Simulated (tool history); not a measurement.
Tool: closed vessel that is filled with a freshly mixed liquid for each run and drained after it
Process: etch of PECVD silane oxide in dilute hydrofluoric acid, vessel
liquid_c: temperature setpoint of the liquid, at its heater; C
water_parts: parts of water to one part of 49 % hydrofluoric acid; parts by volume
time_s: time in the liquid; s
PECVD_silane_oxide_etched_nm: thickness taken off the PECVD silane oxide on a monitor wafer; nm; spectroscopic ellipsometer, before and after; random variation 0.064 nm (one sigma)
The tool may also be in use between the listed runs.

Run 1, hour 0.0: liquid_c 24.0 C, water_parts 200 parts by volume, time_s 150 s. Result: PECVD_silane_oxide_etched_nm 15.405 nm.
Run 2, hour 5.7: liquid_c 24.0 C, water_parts 200 parts by volume, time_s 150 s. Result: PECVD_silane_oxide_etched_nm 15.446 nm.
Run 3, hour 9.8: liquid_c 22.5 C, water_parts 200 parts by volume, time_s 150 s. Result: PECVD_silane_oxide_etched_nm 14.566 nm.
Run 4, hour 18.1: liquid_c 22.5 C, water_parts 200 parts by volume, time_s 110 s. Result: PECVD_silane_oxide_etched_nm 10.672 nm.
Run 5, hour 23.1: liquid_c 23.0 C, water_parts 200 parts by volume, time_s 110 s. Result: PECVD_silane_oxide_etched_nm 10.840 nm.
Run 6, hour 24.0: liquid_c 23.0 C, water_parts 200 parts by volume, time_s 150 s. Result: PECVD_silane_oxide_etched_nm 14.833 nm.
Run 7, hour 31.3: liquid_c 22.0 C, water_parts 200 parts by volume, time_s 150 s. Result: PECVD_silane_oxide_etched_nm 14.304 nm.

Forecast run 8:
Run 8, hour 33.7: liquid_c 21.0 C, water_parts 200 parts by volume, time_s 150 s. Result: PECVD_silane_oxide_etched_nm ?.

{"run 8": {"PECVD_silane_oxide_etched_nm": 13.764}}

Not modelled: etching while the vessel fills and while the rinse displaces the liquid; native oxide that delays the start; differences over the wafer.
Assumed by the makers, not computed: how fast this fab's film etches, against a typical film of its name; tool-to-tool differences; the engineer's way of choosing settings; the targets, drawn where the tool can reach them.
